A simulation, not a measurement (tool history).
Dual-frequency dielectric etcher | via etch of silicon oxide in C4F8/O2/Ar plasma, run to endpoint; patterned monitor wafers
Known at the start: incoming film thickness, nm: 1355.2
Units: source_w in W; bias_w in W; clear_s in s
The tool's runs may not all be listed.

run	hour	source_w	bias_w	clear_s
1	0	2660	2657	202.24
2	7.1	2510	2552	212.39
3	10.9	2510	2281	219.09
4	17	2400	2251	224.06
5	17.8	2720	2251	211.07
6	25.2	2590	2217	219.43
7	29.8	2480	2188	221
8	34	2370	2149	229.96

The next listed run, before its measurement:
9	40.2	2300	2133	?

Run 9 gave clear_s 230.32 s.
